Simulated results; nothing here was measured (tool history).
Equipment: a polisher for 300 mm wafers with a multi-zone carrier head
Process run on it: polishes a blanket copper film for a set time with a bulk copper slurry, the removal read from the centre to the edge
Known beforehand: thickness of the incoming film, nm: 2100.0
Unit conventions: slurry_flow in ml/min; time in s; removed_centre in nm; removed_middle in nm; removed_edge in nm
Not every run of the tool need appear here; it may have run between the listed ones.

run 1 hour=0 | slurry_flow=205 centre_zone=1 middle_zone=1 edge_zone=1 slurry_solids=1 time=64 | removed_centre=574.09 removed_middle=589.56 removed_edge=605.94
run 2 hour=3.4 | slurry_flow=210 centre_zone=1.02 middle_zone=1 edge_zone=1.01 slurry_solids=1.05 time=65 | removed_centre=597.56 removed_middle=607.82 removed_edge=636.98
run 3 hour=8.3 | slurry_flow=210 centre_zone=1.09 middle_zone=1 edge_zone=1.01 slurry_solids=1.05 time=65 | removed_centre=653.04 removed_middle=602.72 removed_edge=634.77
run 4 hour=10.8 | slurry_flow=240 centre_zone=1.09 middle_zone=1 edge_zone=1.01 slurry_solids=1.05 time=65 | removed_centre=674.05 removed_middle=632.47 removed_edge=640.51
-- hour=16.7 slurry nozzle cleaned
run 5 hour=16.7 | slurry_flow=240 centre_zone=1.09 middle_zone=1 edge_zone=1.01 slurry_solids=0.9 time=65 | removed_centre=703.13 removed_middle=651.48 removed_edge=678.76
run 6 hour=21.6 | slurry_flow=240 centre_zone=1.17 middle_zone=1 edge_zone=1.01 slurry_solids=0.9 time=65 | removed_centre=757.8 removed_middle=652.26 removed_edge=683.78
run 7 hour=27.5 | slurry_flow=245 centre_zone=1.17 middle_zone=1 edge_zone=1.01 slurry_solids=0.9 time=66 | removed_centre=788.95 removed_middle=680.51 removed_edge=687.33
run 8 hour=33 | slurry_flow=250 centre_zone=1.17 middle_zone=1 edge_zone=1.02 slurry_solids=0.85 time=66 | removed_centre=768.88 removed_middle=670.22 removed_edge=690.22
run 9 hour=36.9 | slurry_flow=250 centre_zone=1.17 middle_zone=1 edge_zone=1.02 slurry_solids=0.85 time=67 | removed_centre=772.37 removed_middle=673.9 removed_edge=686.72

Predict the results of run 10:
run 10 hour=43.6 | slurry_flow=250 centre_zone=1.17 middle_zone=1 edge_zone=1.02 slurry_solids=0.85 time=69 | removed_centre=? removed_middle=? removed_edge=?

{"run 10": {"removed_centre": 791.89, "removed_middle": 701.24, "removed_edge": 724.22}}

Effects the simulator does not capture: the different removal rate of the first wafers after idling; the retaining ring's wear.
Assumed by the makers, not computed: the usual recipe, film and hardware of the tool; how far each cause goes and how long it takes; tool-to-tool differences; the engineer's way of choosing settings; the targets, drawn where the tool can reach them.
